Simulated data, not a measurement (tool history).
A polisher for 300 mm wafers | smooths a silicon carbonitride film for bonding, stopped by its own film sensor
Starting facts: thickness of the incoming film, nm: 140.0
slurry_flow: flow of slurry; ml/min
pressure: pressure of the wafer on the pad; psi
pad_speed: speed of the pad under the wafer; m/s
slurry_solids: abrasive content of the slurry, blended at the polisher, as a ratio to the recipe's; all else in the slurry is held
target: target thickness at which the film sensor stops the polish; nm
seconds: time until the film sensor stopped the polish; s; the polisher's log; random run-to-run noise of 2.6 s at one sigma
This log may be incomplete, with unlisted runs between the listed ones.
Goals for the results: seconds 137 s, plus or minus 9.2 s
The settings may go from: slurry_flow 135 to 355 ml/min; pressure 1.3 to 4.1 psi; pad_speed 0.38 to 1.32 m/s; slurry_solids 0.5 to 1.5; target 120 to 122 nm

run	hour	slurry_flow	pressure	pad_speed	slurry_solids	target	seconds
1	0	225	2.7	0.84	1	120	82.182
2	3.6	225	2.4	0.82	1	120	93.087
3	8.1	225	2.1	0.8	1	120	105.38
4	11.7	170	2.1	0.8	1	120	112.56
5	17.5	170	2.1	0.8	1	120	116.51
6	21.5	170	2.6	0.8	1	120	93.429
7	24.3	170	2.4	0.78	1	120	102.16
8	27.7	170	2.2	0.76	1	120	110.31
9	34	170	2.1	0.74	1	120	118.64
10	42.7	170	2	0.74	1	120	123.47

Consider the 4 candidate settings below. Which is the only one whose results all fall within their allowed miss of target?
A	51.4	140	2	0.78	1	122	?
B	51.4	185	2	0.74	0.85	122	?
C	51.4	185	1.8	0.78	1.1	121	?
D	51.4	180	1.9	0.7	1.05	120	?

move	seconds
A	111.89
B	118.73
C	118.73
D	131.54
A: further off than the last run
B: further off than the last run
C: further off than the last run
D: all results land within tolerance of their targets
D meets every target.
